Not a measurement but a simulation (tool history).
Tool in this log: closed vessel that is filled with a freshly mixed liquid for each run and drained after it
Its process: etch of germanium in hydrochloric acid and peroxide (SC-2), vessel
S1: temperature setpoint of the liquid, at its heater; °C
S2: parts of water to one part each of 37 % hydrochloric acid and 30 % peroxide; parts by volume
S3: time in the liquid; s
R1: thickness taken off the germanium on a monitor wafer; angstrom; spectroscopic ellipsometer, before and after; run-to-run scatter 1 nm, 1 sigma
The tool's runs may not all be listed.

Run 1, hour 0.0: S1 63.0 °C, S2 9.0 parts by volume, S3 85 s. Result: R1 1673.6 angstrom.
Run 2, hour 2.6: S1 61.0 °C, S2 9.0 parts by volume, S3 85 s. Result: R1 1596.7 angstrom.
Run 3, hour 6.8: S1 61.0 °C, S2 9.0 parts by volume, S3 90 s. Result: R1 1660.9 angstrom.
Run 4, hour 15.5: S1 67.0 °C, S2 9.0 parts by volume, S3 90 s. Result: R1 2003.3 angstrom.
Run 5, hour 17.7: S1 67.0 °C, S2 9.0 parts by volume, S3 90 s. Result: R1 1958.5 angstrom.
Run 6, hour 24.0: S1 67.0 °C, S2 6.0 parts by volume, S3 90 s. Result: R1 2081.8 angstrom.
Run 7, hour 32.5: S1 67.0 °C, S2 6.0 parts by volume, S3 90 s. Result: R1 2042.2 angstrom.
Run 8, hour 37.5: S1 63.5 °C, S2 6.5 parts by volume, S3 90 s. Result: R1 1842.2 angstrom.

The next listed run, before its measurement:
Run 9, hour 40.2: S1 61.0 °C, S2 6.5 parts by volume, S3 90 s. Result: R1 ?.

R1: 1726.2 angstrom

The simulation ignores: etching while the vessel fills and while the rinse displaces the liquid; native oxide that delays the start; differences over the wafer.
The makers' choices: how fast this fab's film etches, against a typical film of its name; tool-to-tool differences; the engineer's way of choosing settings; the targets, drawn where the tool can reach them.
